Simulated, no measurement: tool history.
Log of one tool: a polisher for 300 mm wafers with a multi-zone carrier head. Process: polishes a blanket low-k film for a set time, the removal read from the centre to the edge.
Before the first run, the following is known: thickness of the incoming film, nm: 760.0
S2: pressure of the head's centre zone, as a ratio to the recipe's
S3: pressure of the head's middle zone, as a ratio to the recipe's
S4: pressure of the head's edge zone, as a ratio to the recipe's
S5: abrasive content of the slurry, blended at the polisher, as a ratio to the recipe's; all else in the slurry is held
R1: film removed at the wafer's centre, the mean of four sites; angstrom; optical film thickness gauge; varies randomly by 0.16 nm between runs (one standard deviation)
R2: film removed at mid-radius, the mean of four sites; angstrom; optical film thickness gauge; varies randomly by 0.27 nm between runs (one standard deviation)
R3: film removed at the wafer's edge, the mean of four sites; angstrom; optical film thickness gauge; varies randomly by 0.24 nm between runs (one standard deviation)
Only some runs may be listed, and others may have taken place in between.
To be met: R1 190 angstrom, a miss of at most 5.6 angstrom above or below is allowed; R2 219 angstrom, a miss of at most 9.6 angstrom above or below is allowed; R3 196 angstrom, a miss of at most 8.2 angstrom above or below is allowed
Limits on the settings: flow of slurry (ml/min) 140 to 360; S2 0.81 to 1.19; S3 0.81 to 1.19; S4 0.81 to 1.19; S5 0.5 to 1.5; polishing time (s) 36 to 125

run 1 hour=0 | flow_of_slurry_(ml/min)=230 S2=1 S3=1 S4=1 S5=1 polishing_time_(s)=80 | R1=267.88 R2=264.44 R3=263.75
run 2 hour=8.7 | flow_of_slurry_(ml/min)=230 S2=1.04 S3=1 S4=1 S5=1 polishing_time_(s)=80 | R1=281.92 R2=260 R3=260.56
run 3 hour=16.3 | flow_of_slurry_(ml/min)=230 S2=1.04 S3=1 S4=1 S5=1 polishing_time_(s)=97 | R1=337.49 R2=315.9 R3=318.53
run 4 hour=21 | flow_of_slurry_(ml/min)=230 S2=1.01 S3=1.01 S4=0.97 S5=0.9 polishing_time_(s)=93 | R1=300.97 R2=287.33 R3=290.21
run 5 hour=29.7 | flow_of_slurry_(ml/min)=230 S2=0.93 S3=1.01 S4=0.97 S5=0.9 polishing_time_(s)=93 | R1=276.3 R2=286.22 R3=284.57
run 6 hour=31.9 | flow_of_slurry_(ml/min)=230 S2=0.93 S3=1.01 S4=0.97 S5=0.95 polishing_time_(s)=93 | R1=286.22 R2=299.05 R3=294.22
run 7 hour=33.5 | flow_of_slurry_(ml/min)=220 S2=0.86 S3=1.08 S4=0.87 S5=0.7 polishing_time_(s)=84 | R1=194.88 R2=242.95 R3=215.75
run 8 hour=36.5 | flow_of_slurry_(ml/min)=200 S2=0.91 S3=1.04 S4=0.81 S5=0.6 polishing_time_(s)=83 | R1=183.73 R2=205.35 R3=184.72
run 9 hour=40.4 | flow_of_slurry_(ml/min)=210 S2=0.91 S3=1.05 S4=0.82 S5=0.6 polishing_time_(s)=83 | R1=182.64 R2=203.11 R3=180.35
run 10 hour=41.6 | flow_of_slurry_(ml/min)=210 S2=0.91 S3=1.06 S4=0.84 S5=0.6 polishing_time_(s)=83 | R1=182.14 R2=201.4 R3=184.91
run 11 hour=50.3 | flow_of_slurry_(ml/min)=220 S2=0.91 S3=1.07 S4=0.84 S5=0.6 polishing_time_(s)=83 | R1=182.29 R2=205.46 R3=184.53
run 12 hour=57.7 | flow_of_slurry_(ml/min)=220 S2=0.91 S3=1.07 S4=0.85 S5=0.6 polishing_time_(s)=83 | R1=182.07 R2=203.87 R3=185.79

Exactly one of the 5 candidate moves below puts every result within its allowed miss. Which one?
run A hour=65.1 | flow_of_slurry_(ml/min)=215 S2=0.89 S3=1.07 S4=0.84 S5=0.6 polishing_time_(s)=89 | R1=? R2=? R3=?
run B hour=65.1 | flow_of_slurry_(ml/min)=260 S2=0.96 S3=0.96 S4=0.98 S5=0.5 polishing_time_(s)=93 | R1=? R2=? R3=?
run C hour=65.1 | flow_of_slurry_(ml/min)=230 S2=1.06 S3=1.07 S4=0.81 S5=0.6 polishing_time_(s)=76 | R1=? R2=? R3=?
run D hour=65.1 | flow_of_slurry_(ml/min)=215 S2=0.88 S3=0.91 S4=1.03 S5=0.5 polishing_time_(s)=99 | R1=? R2=? R3=?
run E hour=65.1 | flow_of_slurry_(ml/min)=170 S2=0.9 S3=1.16 S4=0.86 S5=0.7 polishing_time_(s)=77 | R1=? R2=? R3=?

move=A R1=188.75 R2=218.82 R3=195.38
move=B R1=186.65 R2=182.51 R3=186.39
move=C R1=193.9 R2=188.14 R3=166.12
move=D R1=177.77 R2=182.04 R3=198.57
move=E R1=179.05 R2=220.62 R3=186.25
A: each result inside its tolerance
B: the biggest miss grows against the last run
C: the biggest miss grows against the last run
D: the biggest miss grows against the last run
E: puts the biggest miss on target and leaves a different result outside tolerance
Correct choice: A, which meets every target

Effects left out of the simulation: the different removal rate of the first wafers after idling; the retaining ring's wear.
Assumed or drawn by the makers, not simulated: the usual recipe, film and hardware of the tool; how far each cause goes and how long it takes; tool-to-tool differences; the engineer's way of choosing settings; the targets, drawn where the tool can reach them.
